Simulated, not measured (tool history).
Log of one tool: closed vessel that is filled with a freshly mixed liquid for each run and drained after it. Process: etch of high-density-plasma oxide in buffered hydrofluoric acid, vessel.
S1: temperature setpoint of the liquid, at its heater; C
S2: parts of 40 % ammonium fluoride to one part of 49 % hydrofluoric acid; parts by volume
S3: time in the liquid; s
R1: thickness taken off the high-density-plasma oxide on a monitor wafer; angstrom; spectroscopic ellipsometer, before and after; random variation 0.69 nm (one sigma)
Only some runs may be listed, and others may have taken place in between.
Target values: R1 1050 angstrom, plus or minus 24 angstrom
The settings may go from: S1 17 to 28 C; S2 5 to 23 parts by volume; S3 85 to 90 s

Run 1, hour 0: S1 20 C, S2 14 parts by volume, S3 85 s. Result: R1 599.32 angstrom.
Run 2, hour 2: S1 21 C, S2 14 parts by volume, S3 85 s. Result: R1 635.32 angstrom.
Run 3, hour 10.1: S1 22 C, S2 14 parts by volume, S3 85 s. Result: R1 672.32 angstrom.
Run 4, hour 11.5: S1 22.5 C, S2 14 parts by volume, S3 85 s. Result: R1 695.25 angstrom.
Run 5, hour 16.4: S1 22.5 C, S2 17 parts by volume, S3 85 s. Result: R1 568.33 angstrom.
Run 6, hour 19.3: S1 19 C, S2 17 parts by volume, S3 85 s. Result: R1 468.04 angstrom.
Run 7, hour 23.2: S1 20 C, S2 16.5 parts by volume, S3 85 s. Result: R1 514.44 angstrom.
Run 8, hour 29.5: S1 21 C, S2 16 parts by volume, S3 85 s. Result: R1 560.64 angstrom.
Run 9, hour 37.8: S1 25 C, S2 11.5 parts by volume, S3 85 s. Result: R1 949.06 angstrom.
Run 10, hour 39.9: S1 26 C, S2 11.5 parts by volume, S3 85 s. Result: R1 1014.2 angstrom.

Which single option among these 4 for the next run brings every result within its allowed miss of target? Just one does.
Run A, hour 42: S1 24 C, S2 10.5 parts by volume, S3 85 s. Result: R1 ?.
Run B, hour 42: S1 27.5 C, S2 13.5 parts by volume, S3 90 s. Result: R1 ?.
Run C, hour 42: S1 27.5 C, S2 13 parts by volume, S3 85 s. Result: R1 ?.
Run D, hour 42: S1 28 C, S2 12.5 parts by volume, S3 85 s. Result: R1 ?.

move      R1
   A  974.68
   B  996.16
   C  976.11
   D  1041.6
A: lands further from the targets than the last run did
B: lands further from the targets than the last run did
C: lands further from the targets than the last run did
D: every result lands within tolerance
D meets every target.
